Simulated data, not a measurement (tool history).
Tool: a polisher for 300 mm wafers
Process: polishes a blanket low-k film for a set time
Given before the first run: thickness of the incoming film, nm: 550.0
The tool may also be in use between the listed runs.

run	hour	flow of slurry (ml/min)	pressure of the wafer on the pad (kPa)	speed of the pad under the wafer (m/s)	abrasive content of the slurry	polishing time (s)	film removed (nm)
1	0	220	15.9	1.28	1	39	25.593
2	3.1	220	17.9	1.28	1	39	28.937
3	7.6	220	17.9	1.28	1.1	39	30.264
4	13.3	180	17.9	1.28	1.1	39	30.155
5	14.3	180	17.9	1.28	1.3	39	33.098
6	18.9	230	17.9	1.28	1.3	39	33.26
7	27	230	15.2	1.28	1.3	39	28.425
8	31.4	230	13.1	1.28	1.3	39	24.871
9	39.7	230	11.7	1.28	1.3	39	22.216
10	41.6	210	7.6	1.28	1.3	39	14.626
11	43	230	7.6	1.28	1.3	39	14.96
12	45.5	230	7.6	1.28	1.3	39	14.756
13	47.5	240	7.6	1.28	1.3	39	14.929
14	50	245	8.3	1.28	1.3	39	16.27
15	51.5	250	8.3	1.28	1.3	39	16.101
16	55.3	250	8.3	1.28	1.3	39	16.147

The next listed run, before its measurement:
17	57.2	260	8.3	1.28	1.3	39	?

film removed (nm): 16.507

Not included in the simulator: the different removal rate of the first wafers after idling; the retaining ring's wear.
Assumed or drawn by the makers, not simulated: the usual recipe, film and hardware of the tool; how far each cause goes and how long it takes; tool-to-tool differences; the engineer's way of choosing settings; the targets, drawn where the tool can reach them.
